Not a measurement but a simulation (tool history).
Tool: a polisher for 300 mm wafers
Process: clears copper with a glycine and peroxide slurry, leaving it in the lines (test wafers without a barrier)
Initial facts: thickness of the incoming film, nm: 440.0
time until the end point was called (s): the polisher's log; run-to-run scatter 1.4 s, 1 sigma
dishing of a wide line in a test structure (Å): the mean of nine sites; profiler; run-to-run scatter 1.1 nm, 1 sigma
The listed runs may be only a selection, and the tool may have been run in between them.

run,hour,flow of slurry (ml/min),pressure of the wafer on the pad (kPa),speed of the pad under the wafer (m/s),overpolish time after the end point (s),time until the end point was called (s),dishing of a wide line in a test structure (Å)
1,0,300,14.5,0.86,19,105.61,457.34
2,7.6,300,15.9,0.88,18,96.125,436.71
3,16.6,300,16.5,0.9,18,92.468,468.28
4,20.7,300,16.5,0.9,26,92.2,583.76
# hour 26.4: worn pad replaced by a new one
5,26.4,300,16.5,0.9,32,84.299,704.68
6,34,300,17.2,0.92,28,82.629,630.15
7,42,300,17.9,0.92,26,81.645,620.18
8,44.3,300,18.6,0.94,23,76.588,620.66
9,47.1,300,18.6,0.96,20,77.497,544.72
10,56,300,18.6,0.96,19,71.909,550.53

Run 11 is up next; what results do you expect?
11,64.2,300,18.6,0.96,18,?,?

{"run 11": {"time until the end point was called (s)": 75.357, "dishing of a wide line in a test structure (Å)": 525.15}}

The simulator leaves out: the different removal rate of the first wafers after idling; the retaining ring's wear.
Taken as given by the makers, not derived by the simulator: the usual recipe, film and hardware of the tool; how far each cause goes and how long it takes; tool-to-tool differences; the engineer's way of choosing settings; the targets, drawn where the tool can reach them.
